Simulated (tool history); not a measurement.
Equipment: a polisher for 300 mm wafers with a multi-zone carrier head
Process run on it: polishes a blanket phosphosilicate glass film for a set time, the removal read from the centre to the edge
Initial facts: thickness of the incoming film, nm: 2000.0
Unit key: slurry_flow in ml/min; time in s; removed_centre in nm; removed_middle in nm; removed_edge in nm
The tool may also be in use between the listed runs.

run,hour,slurry_flow,centre_zone,middle_zone,edge_zone,slurry_solids,time,removed_centre,removed_middle,removed_edge
1,0,195,1,1,1,1,76,621.65,627.81,623.84
2,7.8,220,1.01,1.02,0.99,1,76,636.46,647.3,620.96
3,10.5,220,1.01,0.93,0.99,1,76,631.84,591.24,635.25
4,17.2,220,1.01,0.93,0.99,0.9,76,601.28,569.13,595.05
5,24.2,220,1.01,0.93,0.99,0.75,76,547.97,513.29,532.22
6,28,240,1.01,0.93,0.99,0.75,76,553.99,518.51,533.2
7,35.4,235,1.03,0.99,1.02,0.85,76,607.86,591.13,584.02
8,36.8,245,1.05,1.02,1.05,0.85,76,608.37,602.84,598.86

Estimate the outcome of run 9 from the log above:
9,39,280,1.14,1.12,1.02,0.95,76,?,?,?

removed_centre: 720.84 nm
removed_middle: 700.3 nm
removed_edge: 637.89 nm
